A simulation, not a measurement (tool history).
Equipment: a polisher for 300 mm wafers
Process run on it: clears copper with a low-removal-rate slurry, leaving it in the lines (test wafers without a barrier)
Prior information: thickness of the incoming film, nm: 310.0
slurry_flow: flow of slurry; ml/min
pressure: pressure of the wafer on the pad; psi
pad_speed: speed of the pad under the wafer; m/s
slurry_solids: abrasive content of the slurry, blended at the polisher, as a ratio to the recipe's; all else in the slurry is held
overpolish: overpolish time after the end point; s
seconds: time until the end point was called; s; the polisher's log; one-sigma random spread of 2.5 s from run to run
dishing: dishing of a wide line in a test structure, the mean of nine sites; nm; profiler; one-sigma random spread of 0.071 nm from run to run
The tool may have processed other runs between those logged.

Run 1, hour 0: slurry_flow 150 ml/min, pressure 2.4 psi, pad_speed 0.92 m/s, slurry_solids 1, overpolish 12 s. Result: seconds 124.38 s, dishing 20.206 nm.
Run 2, hour 7.7: slurry_flow 150 ml/min, pressure 2.4 psi, pad_speed 0.92 m/s, slurry_solids 1.1, overpolish 12 s. Result: seconds 123.72 s, dishing 20.973 nm.
Run 3, hour 11.9: slurry_flow 155 ml/min, pressure 2.2 psi, pad_speed 0.88 m/s, slurry_solids 0.95, overpolish 10 s. Result: seconds 140.24 s, dishing 15.752 nm.
Run 4, hour 17.2: slurry_flow 155 ml/min, pressure 2.7 psi, pad_speed 0.88 m/s, slurry_solids 0.95, overpolish 10 s. Result: seconds 119.15 s, dishing 18.798 nm.
Run 5, hour 19.6: slurry_flow 155 ml/min, pressure 2.7 psi, pad_speed 0.88 m/s, slurry_solids 1.05, overpolish 10 s. Result: seconds 119.25 s, dishing 19.091 nm.
Run 6, hour 20.8: slurry_flow 135 ml/min, pressure 2.7 psi, pad_speed 0.88 m/s, slurry_solids 1.05, overpolish 10 s. Result: seconds 115.73 s, dishing 18.411 nm.

Run 7 has not been measured yet. What should we expect?
Run 7, hour 29.7: slurry_flow 120 ml/min, pressure 2.4 psi, pad_speed 0.9 m/s, slurry_solids 0.9, overpolish 8 s. Result: seconds ?, dishing ?.

{"run 7": {"seconds": 141.43, "dishing": 13.69}}

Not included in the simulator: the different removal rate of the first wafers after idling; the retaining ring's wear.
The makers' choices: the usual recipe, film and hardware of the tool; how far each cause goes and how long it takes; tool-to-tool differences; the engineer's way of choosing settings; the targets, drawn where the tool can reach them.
